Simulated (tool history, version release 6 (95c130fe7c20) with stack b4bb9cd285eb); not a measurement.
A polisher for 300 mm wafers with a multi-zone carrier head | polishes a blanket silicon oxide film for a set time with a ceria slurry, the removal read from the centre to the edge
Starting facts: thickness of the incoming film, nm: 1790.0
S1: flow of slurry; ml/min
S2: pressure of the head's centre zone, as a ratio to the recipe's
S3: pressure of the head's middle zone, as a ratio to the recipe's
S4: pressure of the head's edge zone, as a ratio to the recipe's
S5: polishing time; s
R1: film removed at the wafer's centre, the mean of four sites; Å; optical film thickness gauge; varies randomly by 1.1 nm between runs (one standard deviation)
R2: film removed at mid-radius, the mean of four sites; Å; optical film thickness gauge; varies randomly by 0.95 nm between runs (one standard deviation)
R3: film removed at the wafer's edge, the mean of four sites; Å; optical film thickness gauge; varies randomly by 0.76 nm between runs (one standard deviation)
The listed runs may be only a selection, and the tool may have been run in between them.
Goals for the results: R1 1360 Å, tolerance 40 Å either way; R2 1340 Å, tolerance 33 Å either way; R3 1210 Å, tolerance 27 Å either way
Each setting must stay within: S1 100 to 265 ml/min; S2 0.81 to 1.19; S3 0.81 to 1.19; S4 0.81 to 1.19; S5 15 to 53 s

Run 1, hour 0: S1 170 ml/min, S2 1, S3 1, S4 1, S5 34 s. Result: R1 1047.1 Å, R2 1063.7 Å, R3 1016.3 Å.
Run 2, hour 5.1: S1 180 ml/min, S2 1.01, S3 1.01, S4 1.02, S5 34 s. Result: R1 1055.3 Å, R2 1086.9 Å, R3 1034.2 Å.
Run 3, hour 9.3: S1 185 ml/min, S2 1.03, S3 1.02, S4 1.03, S5 34 s. Result: R1 1077.3 Å, R2 1095.6 Å, R3 1043.2 Å.
Run 4, hour 14.8: S1 190 ml/min, S2 1.05, S3 1.03, S4 1.04, S5 34 s. Result: R1 1090.5 Å, R2 1120.9 Å, R3 1049 Å.
Run 5, hour 19.7: S1 190 ml/min, S2 1.05, S3 1.03, S4 0.99, S5 34 s. Result: R1 1096.3 Å, R2 1107.5 Å, R3 1019.2 Å.
Run 6, hour 21.5: S1 195 ml/min, S2 1.06, S3 1.04, S4 1, S5 34 s. Result: R1 1112 Å, R2 1142.6 Å, R3 1028.6 Å.
Run 7, hour 28.7: S1 200 ml/min, S2 1.07, S3 1.04, S4 1.01, S5 34 s. Result: R1 1121.5 Å, R2 1139.9 Å, R3 1035 Å.
Run 8, hour 35.3: S1 205 ml/min, S2 1.08, S3 1.04, S4 1.02, S5 34 s. Result: R1 1147 Å, R2 1128.5 Å, R3 1045.1 Å.
Run 9, hour 37.6: S1 210 ml/min, S2 1.09, S3 1.05, S4 1.03, S5 34 s. Result: R1 1160.2 Å, R2 1159.3 Å, R3 1046.8 Å.
Run 10, hour 42.5: S1 215 ml/min, S2 1.1, S3 1.05, S4 1.04, S5 34 s. Result: R1 1156.9 Å, R2 1155.7 Å, R3 1058.5 Å.
Run 11, hour 49.1: S1 220 ml/min, S2 1.11, S3 1.05, S4 1.05, S5 34 s. Result: R1 1182 Å, R2 1148 Å, R3 1058.5 Å.

Which single option among these 5 for the next run brings every result within its allowed miss of target? Just one does.
Run A, hour 55.7: S1 190 ml/min, S2 1.14, S3 1.08, S4 1.07, S5 39 s. Result: R1 ?, R2 ?, R3 ?.
Run B, hour 55.7: S1 265 ml/min, S2 1.19, S3 1, S4 0.96, S5 38 s. Result: R1 ?, R2 ?, R3 ?.
Run C, hour 55.7: S1 230 ml/min, S2 1.05, S3 0.89, S4 1.13, S5 41 s. Result: R1 ?, R2 ?, R3 ?.
Run D, hour 55.7: S1 180 ml/min, S2 1.19, S3 1.16, S4 1.07, S5 40 s. Result: R1 ?, R2 ?, R3 ?.
Run E, hour 55.7: S1 220 ml/min, S2 1.12, S3 1, S4 1.05, S5 39 s. Result: R1 ?, R2 ?, R3 ?.

move      R1      R2      R3
   A  1377.5  1331.6  1227.1
   B    1450  1258.3  1165.2
   C  1373.9  1214.8    1350
   D  1459.8  1442.8  1251.5
   E  1379.3  1267.6  1231.4
A: in spec on every target
B: nearer the targets than the last run, but a result is still out of spec
C: nearer the targets than the last run, but a result is still out of spec
D: pushes the last run's worst result past its target
E: nearer the targets than the last run, but a result is still out of spec
Go with A: it meets all targets.

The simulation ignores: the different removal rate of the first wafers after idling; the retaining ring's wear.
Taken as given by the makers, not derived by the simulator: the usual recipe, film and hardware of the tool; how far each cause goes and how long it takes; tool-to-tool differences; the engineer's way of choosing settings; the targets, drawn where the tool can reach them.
